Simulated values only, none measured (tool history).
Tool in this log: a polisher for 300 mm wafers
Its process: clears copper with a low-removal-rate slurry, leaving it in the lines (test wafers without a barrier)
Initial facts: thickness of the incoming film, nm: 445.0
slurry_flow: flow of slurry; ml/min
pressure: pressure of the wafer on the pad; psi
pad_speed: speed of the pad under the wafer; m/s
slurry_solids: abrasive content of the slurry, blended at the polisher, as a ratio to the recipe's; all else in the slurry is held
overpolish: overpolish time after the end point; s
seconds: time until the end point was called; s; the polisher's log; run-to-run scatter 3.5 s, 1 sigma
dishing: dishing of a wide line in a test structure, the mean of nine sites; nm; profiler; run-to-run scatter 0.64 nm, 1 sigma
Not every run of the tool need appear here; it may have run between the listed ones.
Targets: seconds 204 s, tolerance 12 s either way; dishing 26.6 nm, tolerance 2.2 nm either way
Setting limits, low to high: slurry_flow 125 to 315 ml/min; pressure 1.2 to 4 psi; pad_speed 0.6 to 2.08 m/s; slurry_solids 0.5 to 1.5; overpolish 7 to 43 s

run 1 hour=0 | slurry_flow=205 pressure=2.6 pad_speed=1.34 slurry_solids=1 overpolish=22 | seconds=131.14 dishing=45.399
run 2 hour=1.5 | slurry_flow=205 pressure=2.6 pad_speed=1.5 slurry_solids=1 overpolish=22 | seconds=119.52 dishing=49.535
run 3 hour=2.9 | slurry_flow=205 pressure=2.3 pad_speed=1.48 slurry_solids=1 overpolish=21 | seconds=139.44 dishing=40.94
run 4 hour=4 | slurry_flow=205 pressure=2.1 pad_speed=1.48 slurry_solids=1 overpolish=20 | seconds=146.9 dishing=35.627
run 5 hour=10.5 | slurry_flow=225 pressure=2.1 pad_speed=1.48 slurry_solids=1 overpolish=20 | seconds=150.14 dishing=38.984
run 6 hour=15.3 | slurry_flow=215 pressure=1.9 pad_speed=1.48 slurry_solids=1 overpolish=20 | seconds=166.67 dishing=33.651
run 7 hour=19.9 | slurry_flow=210 pressure=1.8 pad_speed=1.48 slurry_solids=1 overpolish=20 | seconds=168.78 dishing=31.977
run 8 hour=21.2 | slurry_flow=205 pressure=1.7 pad_speed=1.48 slurry_solids=1 overpolish=20 | seconds=184.66 dishing=29.895
run 9 hour=26.7 | slurry_flow=200 pressure=1.7 pad_speed=1.48 slurry_solids=1 overpolish=20 | seconds=188.83 dishing=31.644
run 10 hour=34.4 | slurry_flow=200 pressure=1.7 pad_speed=1.48 slurry_solids=1 overpolish=19 | seconds=181.61 dishing=29.164

Which one of the following 5 next-run settings gets every result inside its allowed miss? There is exactly one.
run A hour=42.1 | slurry_flow=295 pressure=1.6 pad_speed=1.42 slurry_solids=0.8 overpolish=26 | seconds=? dishing=?
run B hour=42.1 | slurry_flow=205 pressure=1.9 pad_speed=0.94 slurry_solids=1.45 overpolish=21 | seconds=? dishing=?
run C hour=42.1 | slurry_flow=230 pressure=1.6 pad_speed=1.5 slurry_solids=1.05 overpolish=24 | seconds=? dishing=?
run D hour=42.1 | slurry_flow=245 pressure=1.6 pad_speed=1.32 slurry_solids=1.15 overpolish=18 | seconds=? dishing=?
run E hour=42.1 | slurry_flow=270 pressure=1.4 pad_speed=1.44 slurry_solids=0.95 overpolish=25 | seconds=? dishing=?

move=A seconds=204.35 dishing=34.726
move=B seconds=237.69 dishing=26.216
move=C seconds=188.22 dishing=34.783
move=D seconds=207.68 dishing=25.609
move=E seconds=223.02 dishing=31.252
A: puts the biggest miss on target and leaves a different result outside tolerance
B: the result that was furthest off in the last run now lies on the other side of its target
C: lands further from the targets than the last run did
D: every result lands within tolerance
E: the result that was furthest off in the last run now lies on the other side of its target
Move D is the one to make.

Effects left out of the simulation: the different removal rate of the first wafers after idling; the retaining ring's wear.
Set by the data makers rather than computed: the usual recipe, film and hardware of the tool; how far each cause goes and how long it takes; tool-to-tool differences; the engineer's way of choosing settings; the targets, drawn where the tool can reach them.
